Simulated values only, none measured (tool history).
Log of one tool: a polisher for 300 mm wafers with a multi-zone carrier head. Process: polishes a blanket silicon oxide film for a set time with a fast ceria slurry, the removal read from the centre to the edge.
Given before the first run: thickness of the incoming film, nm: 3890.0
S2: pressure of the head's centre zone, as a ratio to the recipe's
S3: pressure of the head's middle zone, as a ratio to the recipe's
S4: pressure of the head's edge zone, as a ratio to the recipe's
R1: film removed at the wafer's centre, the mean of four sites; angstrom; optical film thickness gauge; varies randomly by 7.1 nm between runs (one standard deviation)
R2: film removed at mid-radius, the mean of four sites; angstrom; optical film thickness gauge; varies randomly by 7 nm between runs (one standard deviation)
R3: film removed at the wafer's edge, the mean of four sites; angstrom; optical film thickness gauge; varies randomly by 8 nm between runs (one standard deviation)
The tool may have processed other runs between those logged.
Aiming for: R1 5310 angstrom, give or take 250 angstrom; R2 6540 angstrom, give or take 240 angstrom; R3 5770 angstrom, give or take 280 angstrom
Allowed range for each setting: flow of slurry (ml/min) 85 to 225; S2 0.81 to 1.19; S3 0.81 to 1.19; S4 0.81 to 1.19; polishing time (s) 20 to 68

run 1 hour=0 | flow_of_slurry_(ml/min)=145 S2=1 S3=1 S4=1 polishing_time_(s)=44 | R1=7836.1 R2=7726.7 R3=7407.7
run 2 hour=1.7 | flow_of_slurry_(ml/min)=145 S2=0.95 S3=1 S4=1 polishing_time_(s)=44 | R1=7472.8 R2=7650.1 R3=7507.5
run 3 hour=9.3 | flow_of_slurry_(ml/min)=140 S2=0.92 S3=1.03 S4=0.97 polishing_time_(s)=42 | R1=6880 R2=7385 R3=6999.9
run 4 hour=10.8 | flow_of_slurry_(ml/min)=105 S2=0.92 S3=1.03 S4=0.97 polishing_time_(s)=42 | R1=6341.3 R2=6984.6 R3=6733.1
run 5 hour=18.9 | flow_of_slurry_(ml/min)=85 S2=0.92 S3=1.03 S4=0.97 polishing_time_(s)=42 | R1=6168.8 R2=6709.9 R3=6580.8
run 6 hour=22.4 | flow_of_slurry_(ml/min)=85 S2=0.9 S3=1.05 S4=0.95 polishing_time_(s)=41 | R1=5826.2 R2=6790.7 R3=6447.3
run 7 hour=27.7 | flow_of_slurry_(ml/min)=90 S2=0.9 S3=1.06 S4=0.93 polishing_time_(s)=40 | R1=5848.2 R2=6620.6 R3=6053.7
run 8 hour=33.4 | flow_of_slurry_(ml/min)=90 S2=0.88 S3=1.07 S4=0.92 polishing_time_(s)=40 | R1=5697.7 R2=6721 R3=6129.2
run 9 hour=36.2 | flow_of_slurry_(ml/min)=90 S2=0.87 S3=1.07 S4=0.91 polishing_time_(s)=40 | R1=5595.5 R2=6728.9 R3=6056.3
run 10 hour=44.3 | flow_of_slurry_(ml/min)=90 S2=0.86 S3=1.07 S4=0.9 polishing_time_(s)=40 | R1=5607.1 R2=6690.7 R3=5935
run 11 hour=49.5 | flow_of_slurry_(ml/min)=90 S2=0.85 S3=1.07 S4=0.9 polishing_time_(s)=40 | R1=5507 R2=6686.1 R3=6017.9

Exercise: of the 5 proposed moves below, exactly one satisfies all targets within the stated allowed misses. Which move is it?
run A hour=54.7 | flow_of_slurry_(ml/min)=85 S2=0.81 S3=0.99 S4=0.97 polishing_time_(s)=41 | R1=? R2=? R3=?
run B hour=54.7 | flow_of_slurry_(ml/min)=195 S2=0.95 S3=1.14 S4=0.81 polishing_time_(s)=34 | R1=? R2=? R3=?
run C hour=54.7 | flow_of_slurry_(ml/min)=105 S2=0.88 S3=1.06 S4=0.88 polishing_time_(s)=40 | R1=? R2=? R3=?
run D hour=54.7 | flow_of_slurry_(ml/min)=85 S2=0.83 S3=1.07 S4=0.85 polishing_time_(s)=39 | R1=? R2=? R3=?
run E hour=54.7 | flow_of_slurry_(ml/min)=115 S2=0.97 S3=1.09 S4=0.81 polishing_time_(s)=36 | R1=? R2=? R3=?

move=A R1=5404.6 R2=6383.8 R3=6304.9
move=B R1=6081.8 R2=6911.2 R3=5415.6
move=C R1=5958.2 R2=6894.9 R3=6104.5
move=D R1=5252.3 R2=6486.3 R3=5702.8
move=E R1=5955.6 R2=6465.5 R3=5396.8
A: moves away from the targets compared with the last run
B: carries the result that was furthest off beyond its target, to the other side
C: moves away from the targets compared with the last run
D: every result within its allowed miss
E: carries the result that was furthest off beyond its target, to the other side
Move D is the one to make.

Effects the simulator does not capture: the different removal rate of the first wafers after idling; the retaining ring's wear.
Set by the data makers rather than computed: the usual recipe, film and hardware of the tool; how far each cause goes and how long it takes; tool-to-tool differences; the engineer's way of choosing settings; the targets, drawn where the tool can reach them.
